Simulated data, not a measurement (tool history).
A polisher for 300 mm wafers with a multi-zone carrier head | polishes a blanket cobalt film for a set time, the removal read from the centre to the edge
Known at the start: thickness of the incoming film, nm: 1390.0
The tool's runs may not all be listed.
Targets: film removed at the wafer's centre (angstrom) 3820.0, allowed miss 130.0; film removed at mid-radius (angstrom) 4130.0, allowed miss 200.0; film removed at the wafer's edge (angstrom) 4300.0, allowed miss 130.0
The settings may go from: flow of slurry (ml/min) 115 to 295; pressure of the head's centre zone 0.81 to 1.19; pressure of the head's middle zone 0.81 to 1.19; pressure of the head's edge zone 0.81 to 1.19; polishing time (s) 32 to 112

| run | day | flow of slurry (ml/min) | pressure of the head's centre zone | pressure of the head's middle zone | pressure of the head's edge zone | polishing time (s) | film removed at the wafer's centre (angstrom) | film removed at mid-radius (angstrom) | film removed at the wafer's edge (angstrom) |
|---|---|---|---|---|---|---|---|---|---|
| 1 | 0.000 | 190 | 1.00 | 1.00 | 1.00 | 72 | 5438.3 | 5097.0 | 5082.6 |
| 2 | 0.333 | 190 | 1.00 | 1.08 | 1.00 | 72 | 5417.8 | 5415.5 | 5209.9 |
| 3 | 0.688 | 190 | 0.92 | 1.08 | 1.00 | 72 | 5034.7 | 5330.7 | 5165.1 |
| 4 | 0.750 | 190 | 0.96 | 1.08 | 1.00 | 72 | 5234.1 | 5371.7 | 5114.1 |
|  | 0.904 | centre zone pressure recalibrated |
| 5 | 0.904 | 185 | 0.94 | 1.07 | 1.00 | 71 | 4663.0 | 5171.4 | 5088.6 |
| 6 | 1.050 | 185 | 1.01 | 1.07 | 1.00 | 71 | 4950.2 | 5245.4 | 5079.0 |
| 7 | 1.121 | 180 | 1.01 | 1.06 | 0.99 | 70 | 4819.4 | 5086.5 | 4929.5 |
| 8 | 1.429 | 175 | 1.01 | 1.04 | 0.98 | 70 | 4754.9 | 5068.7 | 4831.3 |
| 9 | 1.462 | 175 | 1.01 | 1.04 | 0.98 | 70 | 4702.6 | 5116.3 | 4969.4 |
| 10 | 1.521 | 145 | 0.91 | 0.94 | 0.88 | 63 | 3743.6 | 4020.7 | 4095.7 |
| 11 | 1.762 | 145 | 0.91 | 0.94 | 0.89 | 63 | 3780.3 | 3913.6 | 4148.7 |

Which of these 5 next moves meets every target?
| A | 2.004 | 120 | 0.81 | 0.94 | 0.85 | 68 | ? | ? | ? |
| B | 2.004 | 115 | 0.81 | 0.94 | 0.96 | 70 | ? | ? | ? |
| C | 2.004 | 150 | 0.81 | 0.81 | 0.85 | 66 | ? | ? | ? |
| D | 2.004 | 190 | 0.93 | 0.81 | 0.98 | 59 | ? | ? | ? |
| E | 2.004 | 140 | 0.93 | 0.99 | 1.01 | 63 | ? | ? | ? |

| move | film removed at the wafer's centre (angstrom) | film removed at mid-radius (angstrom) | film removed at the wafer's edge (angstrom) |
|---|---|---|---|
| A | 3454.0 | 4017.4 | 4268.1 |
| B | 3504.2 | 4082.9 | 4552.3 |
| C | 3572.5 | 3682.6 | 4317.3 |
| D | 3806.2 | 3442.0 | 4201.4 |
| E | 3797.6 | 4033.4 | 4332.9 |
A: brings the result that was furthest off to its target, and leaves another outside
B: takes the result that was furthest off past its target
C: brings the result that was furthest off to its target, and leaves another outside
D: brings the result that was furthest off to its target, and leaves another outside
E: meets every target
Answer: E
